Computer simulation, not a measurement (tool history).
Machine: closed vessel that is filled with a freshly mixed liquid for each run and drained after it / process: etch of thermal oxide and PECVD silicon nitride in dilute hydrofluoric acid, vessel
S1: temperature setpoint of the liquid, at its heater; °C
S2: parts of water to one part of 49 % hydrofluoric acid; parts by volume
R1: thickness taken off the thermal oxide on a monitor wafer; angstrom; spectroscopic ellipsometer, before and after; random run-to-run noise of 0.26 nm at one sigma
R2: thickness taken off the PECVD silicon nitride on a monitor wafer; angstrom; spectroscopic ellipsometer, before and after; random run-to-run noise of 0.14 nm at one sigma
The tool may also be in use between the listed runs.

run 1 hour=0.0 | S1=22.0 S2=125 time_in_the_liquid_(s)=1200 | R1=482.60 R2=296.86
run 2 hour=8.3 | S1=24.0 S2=125 time_in_the_liquid_(s)=1200 | R1=513.27 R2=337.34
run 3 hour=15.0 | S1=22.5 S2=145 time_in_the_liquid_(s)=1215 | R1=421.75 R2=272.43
run 4 hour=17.1 | S1=22.5 S2=145 time_in_the_liquid_(s)=915 | R1=314.82 R2=207.12
run 5 hour=20.4 | S1=22.5 S2=145 time_in_the_liquid_(s)=1205 | R1=425.16 R2=270.09
run 6 hour=22.3 | S1=22.0 S2=160 time_in_the_liquid_(s)=1205 | R1=359.93 R2=235.53
run 7 hour=23.5 | S1=22.0 S2=160 time_in_the_liquid_(s)=1205 | R1=364.49 R2=234.65
run 8 hour=25.3 | S1=21.0 S2=170 time_in_the_liquid_(s)=1210 | R1=329.01 R2=209.20

Estimate the outcome of run 9 from the log above:
run 9 hour=28.4 | S1=20.5 S2=175 time_in_the_liquid_(s)=1215 | R1=? R2=?

{"run 9": {"R1": 306.6, "R2": 198.57}}
